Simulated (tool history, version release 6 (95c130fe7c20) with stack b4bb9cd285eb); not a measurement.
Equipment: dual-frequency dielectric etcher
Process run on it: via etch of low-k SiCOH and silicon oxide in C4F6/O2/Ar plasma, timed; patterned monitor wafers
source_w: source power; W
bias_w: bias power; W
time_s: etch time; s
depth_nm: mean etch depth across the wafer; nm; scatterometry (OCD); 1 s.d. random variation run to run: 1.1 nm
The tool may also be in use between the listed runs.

| run | hour | source_w | bias_w | time_s | depth_nm |
|---|---|---|---|---|---|
| 1 | 0.0 | 370 | 241 | 113.5 | 321.70 |
| 2 | 4.7 | 360 | 240 | 113.5 | 319.43 |
| 3 | 7.5 | 360 | 240 | 113.5 | 319.65 |
| 4 | 11.8 | 350 | 239 | 113.5 | 314.54 |
| 5 | 17.1 | 350 | 239 | 119.0 | 331.03 |
| 6 | 20.2 | 350 | 239 | 119.0 | 330.65 |
| 7 | 22.4 | 340 | 238 | 119.0 | 328.27 |

For run 8, what comes out?
| 8 | 25.8 | 330 | 237 | 119.0 | ? |

Logged for run 8: depth_nm 325.65 nm.
